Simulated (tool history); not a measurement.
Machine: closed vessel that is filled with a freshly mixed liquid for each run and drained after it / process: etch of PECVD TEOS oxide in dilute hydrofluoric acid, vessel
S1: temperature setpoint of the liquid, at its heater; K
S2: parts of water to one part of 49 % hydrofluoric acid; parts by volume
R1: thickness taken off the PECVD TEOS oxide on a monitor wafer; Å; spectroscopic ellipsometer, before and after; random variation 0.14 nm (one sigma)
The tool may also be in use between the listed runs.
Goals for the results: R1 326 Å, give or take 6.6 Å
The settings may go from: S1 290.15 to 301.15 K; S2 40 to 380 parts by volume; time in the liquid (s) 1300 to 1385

Run 1, hour 0: S1 293.15 K, S2 210 parts by volume, time in the liquid (s) 1300. Result: R1 552.18 Å.
Run 2, hour 7.1: S1 292.65 K, S2 230 parts by volume, time in the liquid (s) 1300. Result: R1 480.36 Å.
Run 3, hour 15.4: S1 292.15 K, S2 240 parts by volume, time in the liquid (s) 1300. Result: R1 448.08 Å.
Run 4, hour 16.8: S1 292.15 K, S2 240 parts by volume, time in the liquid (s) 1385. Result: R1 477.51 Å.
Run 5, hour 18.3: S1 291.65 K, S2 250 parts by volume, time in the liquid (s) 1385. Result: R1 444 Å.
Run 6, hour 26.8: S1 291.65 K, S2 185 parts by volume, time in the liquid (s) 1385. Result: R1 638.47 Å.
Run 7, hour 28.8: S1 291.15 K, S2 210 parts by volume, time in the liquid (s) 1385. Result: R1 539.53 Å.
Run 8, hour 32.9: S1 291.15 K, S2 230 parts by volume, time in the liquid (s) 1385. Result: R1 486.74 Å.
Run 9, hour 35.7: S1 291.15 K, S2 245 parts by volume, time in the liquid (s) 1385. Result: R1 447.39 Å.
Run 10, hour 44.2: S1 291.15 K, S2 255 parts by volume, time in the liquid (s) 1385. Result: R1 423.83 Å.
Run 11, hour 51.5: S1 291.15 K, S2 265 parts by volume, time in the liquid (s) 1385. Result: R1 407.57 Å.
Run 12, hour 53.6: S1 291.15 K, S2 275 parts by volume, time in the liquid (s) 1385. Result: R1 387.94 Å.
Run 13, hour 60.2: S1 291.15 K, S2 280 parts by volume, time in the liquid (s) 1385. Result: R1 378.14 Å.

Exercise: of the 5 proposed moves below, exactly one satisfies all targets within the stated allowed misses. Which move is it?
Run A, hour 66.8: S1 291.15 K, S2 315 parts by volume, time in the liquid (s) 1320. Result: R1 ?.
Run B, hour 66.8: S1 290.15 K, S2 310 parts by volume, time in the liquid (s) 1350. Result: R1 ?.
Run C, hour 66.8: S1 291.15 K, S2 290 parts by volume, time in the liquid (s) 1300. Result: R1 ?.
Run D, hour 66.8: S1 292.15 K, S2 250 parts by volume, time in the liquid (s) 1385. Result: R1 ?.
Run E, hour 66.8: S1 293.15 K, S2 320 parts by volume, time in the liquid (s) 1320. Result: R1 ?.

move      R1
   A  310.42
   B  312.05
   C  339.23
   D  451.09
   E  327.39
A: takes the biggest miss from the last run beyond its target
B: takes the biggest miss from the last run beyond its target
C: nearer than the last run, and not there yet
D: its largest miss is bigger than the last run's
E: all results in spec
E meets every target.

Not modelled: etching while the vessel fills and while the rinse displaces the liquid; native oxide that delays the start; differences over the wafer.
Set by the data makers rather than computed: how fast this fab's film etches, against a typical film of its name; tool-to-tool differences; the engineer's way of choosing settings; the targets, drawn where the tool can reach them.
